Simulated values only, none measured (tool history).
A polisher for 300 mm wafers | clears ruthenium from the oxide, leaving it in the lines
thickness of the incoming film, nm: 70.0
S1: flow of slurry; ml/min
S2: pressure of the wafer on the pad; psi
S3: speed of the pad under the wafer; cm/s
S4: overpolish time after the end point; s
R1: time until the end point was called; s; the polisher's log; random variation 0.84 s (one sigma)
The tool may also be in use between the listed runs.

| run | hour | S1 | S2 | S3 | S4 | R1 |
|---|---|---|---|---|---|---|
| 1 | 0 | 130 | 1.5 | 104 | 32 | 92.35 |
| 2 | 4.4 | 130 | 1.5 | 104 | 34 | 88.872 |
| 3 | 9.1 | 130 | 1.6 | 104 | 34 | 85.324 |
| 4 | 15.9 | 130 | 1.4 | 104 | 34 | 95.625 |
| 5 | 23.3 | 130 | 1.4 | 104 | 32 | 98.366 |
| 6 | 30.2 | 155 | 1.4 | 104 | 32 | 93.097 |
| 7 | 32.6 | 155 | 1.4 | 104 | 32 | 94.753 |
| 8 | 38.9 | 155 | 1.5 | 104 | 32 | 90.037 |

Forecast run 9:
| 9 | 40.3 | 155 | 1.6 | 104 | 32 | ? |

R1: 83.3 s

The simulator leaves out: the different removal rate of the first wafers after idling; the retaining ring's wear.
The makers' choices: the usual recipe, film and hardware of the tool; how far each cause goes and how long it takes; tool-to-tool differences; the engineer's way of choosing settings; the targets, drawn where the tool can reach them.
